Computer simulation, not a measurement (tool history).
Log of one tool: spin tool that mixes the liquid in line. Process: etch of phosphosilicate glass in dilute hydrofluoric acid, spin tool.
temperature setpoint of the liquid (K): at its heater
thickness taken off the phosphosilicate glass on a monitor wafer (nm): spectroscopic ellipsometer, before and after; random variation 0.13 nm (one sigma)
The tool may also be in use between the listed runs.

run	hour	temperature setpoint of the liquid (K)	parts of water to one part of 49 % hydrofluoric acid (parts by volume)	time under the liquid (s)	thickness taken off the phosphosilicate glass on a monitor wafer (nm)
1	0.0	298.15	245	20	8.4245
2	5.1	298.15	245	15	6.4126
3	11.0	300.65	195	15	9.1857
4	16.4	297.15	195	15	8.1717
5	20.0	297.15	155	15	10.7380
6	27.8	297.15	155	15	10.6940

Forecast run 7:
7	31.1	299.65	130	15	?

thickness taken off the phosphosilicate glass on a monitor wafer (nm): 14.3410
